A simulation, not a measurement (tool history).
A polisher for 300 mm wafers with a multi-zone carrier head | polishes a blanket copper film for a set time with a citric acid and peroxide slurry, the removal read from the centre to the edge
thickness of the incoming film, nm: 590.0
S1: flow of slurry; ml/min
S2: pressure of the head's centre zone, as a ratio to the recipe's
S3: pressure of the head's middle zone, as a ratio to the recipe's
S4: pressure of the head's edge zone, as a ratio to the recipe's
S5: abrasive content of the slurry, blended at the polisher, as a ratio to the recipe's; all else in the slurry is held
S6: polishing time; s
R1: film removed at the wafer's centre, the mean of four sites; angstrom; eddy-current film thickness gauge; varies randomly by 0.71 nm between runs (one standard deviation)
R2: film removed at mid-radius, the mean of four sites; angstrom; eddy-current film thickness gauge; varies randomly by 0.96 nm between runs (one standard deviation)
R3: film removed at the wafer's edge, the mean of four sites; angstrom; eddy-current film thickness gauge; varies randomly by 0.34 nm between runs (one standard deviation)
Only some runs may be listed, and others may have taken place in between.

| run | hour | S1 | S2 | S3 | S4 | S5 | S6 | R1 | R2 | R3 |
|---|---|---|---|---|---|---|---|---|---|---|
| 1 | 0 | 280 | 1 | 1 | 1 | 1 | 33 | 500.57 | 494.41 | 501.58 |
| 2 | 7.5 | 280 | 1 | 1.05 | 1 | 1 | 33 | 492.75 | 519.4 | 505.46 |
| 3 | 14.9 | 280 | 1 | 1.05 | 1.08 | 1 | 33 | 502.81 | 518.5 | 517.84 |
| 4 | 18.2 | 280 | 1 | 1.05 | 1.08 | 1 | 40 | 607.8 | 637.98 | 627.54 |
| 5 | 22.6 | 280 | 1 | 1.05 | 1.08 | 1 | 33 | 498.29 | 517.06 | 519.42 |
| 6 | 28.2 | 280 | 1 | 1.05 | 1.08 | 0.8 | 33 | 466.21 | 469.89 | 489.99 |
| 7 | 31.7 | 345 | 1.1 | 1.15 | 1.04 | 1.05 | 32 | 544.88 | 555.28 | 512.66 |

For run 8, what comes out?
| 8 | 34.3 | 345 | 1.1 | 1.16 | 1.03 | 1.1 | 32 | ? | ? | ? |

Logged for run 8: R1 551.54 angstrom, R2 562.56 angstrom, R3 520.65 angstrom.
